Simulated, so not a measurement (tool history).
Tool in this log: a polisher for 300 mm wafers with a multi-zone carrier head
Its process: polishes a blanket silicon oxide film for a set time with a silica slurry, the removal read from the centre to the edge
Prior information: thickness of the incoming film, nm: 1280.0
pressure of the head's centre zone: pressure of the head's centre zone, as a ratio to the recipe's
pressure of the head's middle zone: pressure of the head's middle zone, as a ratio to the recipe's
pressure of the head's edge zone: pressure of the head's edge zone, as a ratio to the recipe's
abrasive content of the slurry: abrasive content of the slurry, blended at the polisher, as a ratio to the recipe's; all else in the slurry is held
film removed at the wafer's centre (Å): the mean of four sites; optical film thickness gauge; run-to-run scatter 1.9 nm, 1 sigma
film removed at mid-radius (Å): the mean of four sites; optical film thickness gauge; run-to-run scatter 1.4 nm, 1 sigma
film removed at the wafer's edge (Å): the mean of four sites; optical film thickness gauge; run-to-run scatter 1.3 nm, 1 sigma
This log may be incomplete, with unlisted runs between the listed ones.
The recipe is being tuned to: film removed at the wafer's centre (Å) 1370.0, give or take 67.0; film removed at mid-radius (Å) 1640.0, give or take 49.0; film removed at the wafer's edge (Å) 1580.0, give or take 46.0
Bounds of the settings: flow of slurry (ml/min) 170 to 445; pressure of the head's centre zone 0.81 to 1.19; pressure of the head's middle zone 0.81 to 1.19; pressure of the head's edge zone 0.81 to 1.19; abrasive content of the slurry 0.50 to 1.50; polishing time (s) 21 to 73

run    day  flow of slurry (ml/min)  pressure of the head's centre zone  pressure of the head's middle zone  pressure of the head's edge zone  abrasive content of the slurry  polishing time (s)  film removed at the wafer's centre (Å)  film removed at mid-radius (Å)  film removed at the wafer's edge (Å)
  1  0.000                      285                                1.00                                1.00                              1.00                            1.00                  47                                  1608.3                          1652.0                                1574.1
  2  0.242                      280                                0.98                                1.00                              1.00                            1.00                  47                                  1598.2                          1628.3                                1580.8
  3  0.496                      255                                0.98                                1.00                              1.00                            1.00                  47                                  1546.3                          1636.4                                1546.5
  4  0.671                      255                                0.98                                0.97                              1.00                            1.00                  47                                  1559.9                          1585.6                                1545.9
  5  0.796                      255                                0.90                                0.97                              1.00                            1.00                  47                                  1459.5                          1575.9                                1566.9
  6  1.129                      255                                0.90                                0.97                              1.00                            0.90                  47                                  1344.7                          1457.9                                1449.5
  7  1.462                      260                                0.90                                0.98                              1.01                            0.90                  47                                  1354.6                          1517.6                                1455.3
     1.679  -- edge zone pressure recalibrated
  8  1.679                      265                                0.90                                0.98                              1.02                            0.90                  47                                  1388.8                          1504.6                                1509.3

Exactly one of the 4 candidate moves below puts every result within its allowed miss. Which one?
  A  1.896                      175                                0.88                                1.12                              0.97                            0.75                  58                                       ?                               ?                                     ?
  B  1.896                      235                                0.86                                1.04                              1.02                            0.85                  52                                       ?                               ?                                     ?
  C  1.896                      210                                0.96                                0.93                              1.04                            1.05                  43                                       ?                               ?                                     ?
  D  1.896                      265                                0.96                                1.09                              0.95                            0.75                  54                                       ?                               ?                                     ?

move  film removed at the wafer's centre (Å)  film removed at mid-radius (Å)  film removed at the wafer's edge (Å)
   A                                  1306.5                          1642.4                                1439.4
   B                                  1363.4                          1634.2                                1544.3
   C                                  1429.8                          1412.9                                1490.3
   D                                  1418.4                          1595.4                                1394.0
A: brings the last run's worst result on target, with another outside its allowed miss
B: hits every target within its allowed miss
C: moves away from the targets compared with the last run
D: brings the last run's worst result on target, with another outside its allowed miss
Correct choice: B, which meets every target
